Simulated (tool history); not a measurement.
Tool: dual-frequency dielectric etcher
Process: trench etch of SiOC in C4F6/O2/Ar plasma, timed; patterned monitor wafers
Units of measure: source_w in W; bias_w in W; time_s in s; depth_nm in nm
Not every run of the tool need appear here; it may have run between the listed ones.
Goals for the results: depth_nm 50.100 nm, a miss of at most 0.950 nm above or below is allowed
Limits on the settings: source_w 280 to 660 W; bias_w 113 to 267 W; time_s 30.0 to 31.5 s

run    day  source_w  bias_w  time_s  depth_nm
  1  0.000       470     190    30.0    61.321
  2  0.062       470     190    30.0    61.485
  3  0.321       540     190    30.0    65.257
  4  0.650       470     180    30.0    61.341
     0.975  -- wet clean of the chamber
  5  0.975       470     180    30.0    64.195
  6  1.046       470     180    30.0    64.207
  7  1.279       420     198    30.0    62.591
  8  1.575       380     175    30.0    58.314
  9  1.679       350     158    30.0    54.878
 10  1.971       330     152    30.0    54.231
 11  2.112       320     144    30.0    52.846
 12  2.325       310     140    30.0    50.944

Of the 4 settings listed for the next run, only one would bring every result within its allowed miss of target. Which one?
  A  2.538       320     124    31.0         ?
  B  2.538       280     150    30.0         ?
  C  2.538       350     118    30.0         ?
  D  2.538       320     148    30.0         ?

move  depth_nm
   A    52.184
   B    49.890
   C    51.840
   D    52.484
A: lands further from the targets than the last run did
B: every result within its allowed miss
C: lands further from the targets than the last run did
D: lands further from the targets than the last run did
The move that meets every target is B.
